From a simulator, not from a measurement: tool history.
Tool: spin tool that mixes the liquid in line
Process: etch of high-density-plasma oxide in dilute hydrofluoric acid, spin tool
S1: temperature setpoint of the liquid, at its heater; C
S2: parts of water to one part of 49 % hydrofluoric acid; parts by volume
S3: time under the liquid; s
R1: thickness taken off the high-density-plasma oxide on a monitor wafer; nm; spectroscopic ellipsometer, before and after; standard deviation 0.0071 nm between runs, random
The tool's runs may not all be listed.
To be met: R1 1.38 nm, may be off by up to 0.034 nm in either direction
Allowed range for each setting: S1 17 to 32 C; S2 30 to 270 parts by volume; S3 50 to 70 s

run  hour    S1   S2  S3      R1
  1     0    24  150  70  2.2566
  2   0.7    24  110  70  3.2039
  3   9.6  22.5  125  70  2.5965
  4    18  22.5  150  70  2.1328
  5  23.9  21.5  155  70  1.9607
  6  27.4  20.5  160  70  1.8272
  7  35.8    20  165  70  1.7331
  8  43.9  19.5  170  70  1.6488

Exercise: of the 4 proposed moves below, exactly one satisfies all targets within the stated allowed misses. Which move is it?
  A    52    18  135  70   ?
  B    52  18.5  190  70   ?
  C    52  19.5  145  70   ?
  D    52  18.5  140  70   ?

move      R1
   A  1.9976
   B  1.3718
   C  1.9563
   D   1.956
A: moves away from the targets compared with the last run
B: every result lands within tolerance
C: moves away from the targets compared with the last run
D: moves away from the targets compared with the last run
The move that meets every target is B.

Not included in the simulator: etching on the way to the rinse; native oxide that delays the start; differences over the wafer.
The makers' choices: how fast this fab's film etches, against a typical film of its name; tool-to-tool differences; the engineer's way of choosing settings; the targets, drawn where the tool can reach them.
